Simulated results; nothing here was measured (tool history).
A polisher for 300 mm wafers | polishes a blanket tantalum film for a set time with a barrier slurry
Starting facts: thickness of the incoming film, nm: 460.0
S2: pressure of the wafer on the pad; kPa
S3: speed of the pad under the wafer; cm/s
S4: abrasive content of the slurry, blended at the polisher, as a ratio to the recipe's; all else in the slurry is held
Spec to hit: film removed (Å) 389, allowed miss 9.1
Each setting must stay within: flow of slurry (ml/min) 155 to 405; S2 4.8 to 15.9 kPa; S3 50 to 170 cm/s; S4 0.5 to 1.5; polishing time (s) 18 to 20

run 1 hour=0 | flow_of_slurry_(ml/min)=260 S2=10.3 S3=110 S4=1 polishing_time_(s)=20 | film_removed_(Å)=274.76
run 2 hour=2.8 | flow_of_slurry_(ml/min)=265 S2=11 S3=110 S4=1 polishing_time_(s)=20 | film_removed_(Å)=290.33
run 3 hour=5.7 | flow_of_slurry_(ml/min)=265 S2=11.7 S3=110 S4=1 polishing_time_(s)=20 | film_removed_(Å)=308.94
run 4 hour=12.4 | flow_of_slurry_(ml/min)=265 S2=12.4 S3=110 S4=1 polishing_time_(s)=20 | film_removed_(Å)=329.86
run 5 hour=19.2 | flow_of_slurry_(ml/min)=265 S2=13.8 S3=110 S4=1 polishing_time_(s)=20 | film_removed_(Å)=364.46
run 6 hour=20.5 | flow_of_slurry_(ml/min)=265 S2=13.8 S3=94 S4=1 polishing_time_(s)=20 | film_removed_(Å)=312.41
run 7 hour=21.4 | flow_of_slurry_(ml/min)=265 S2=13.8 S3=94 S4=1 polishing_time_(s)=20 | film_removed_(Å)=311.96
run 8 hour=23.8 | flow_of_slurry_(ml/min)=270 S2=14.5 S3=94 S4=1 polishing_time_(s)=20 | film_removed_(Å)=327.51
run 9 hour=29.1 | flow_of_slurry_(ml/min)=270 S2=14.5 S3=96 S4=1 polishing_time_(s)=20 | film_removed_(Å)=335.5
run 10 hour=30.6 | flow_of_slurry_(ml/min)=270 S2=15.2 S3=98 S4=1 polishing_time_(s)=20 | film_removed_(Å)=356.63
-- hour=34.9 worn pad replaced by a new one
run 11 hour=34.9 | flow_of_slurry_(ml/min)=270 S2=15.9 S3=100 S4=1 polishing_time_(s)=20 | film_removed_(Å)=410.95

Below are 5 possible settings for the next run. Only one of them brings all results inside the allowed miss of their targets. Which is it?
run A hour=39.2 | flow_of_slurry_(ml/min)=280 S2=15.9 S3=112 S4=0.95 polishing_time_(s)=20 | film_removed_(Å)=?
run B hour=39.2 | flow_of_slurry_(ml/min)=290 S2=15.9 S3=110 S4=0.95 polishing_time_(s)=19 | film_removed_(Å)=?
run C hour=39.2 | flow_of_slurry_(ml/min)=240 S2=15.9 S3=94 S4=1 polishing_time_(s)=20 | film_removed_(Å)=?
run D hour=39.2 | flow_of_slurry_(ml/min)=285 S2=15.9 S3=104 S4=1 polishing_time_(s)=19 | film_removed_(Å)=?
run E hour=39.2 | flow_of_slurry_(ml/min)=255 S2=15.9 S3=100 S4=1.1 polishing_time_(s)=20 | film_removed_(Å)=?

move=A film_removed_(Å)=453.78
move=B film_removed_(Å)=425.14
move=C film_removed_(Å)=380.55
move=D film_removed_(Å)=406.43
move=E film_removed_(Å)=415.25
A: lands further from the targets than the last run did
B: lands further from the targets than the last run did
C: each result inside its tolerance
D: nearer than the last run, and not there yet
E: lands further from the targets than the last run did
Move C is the one to make.
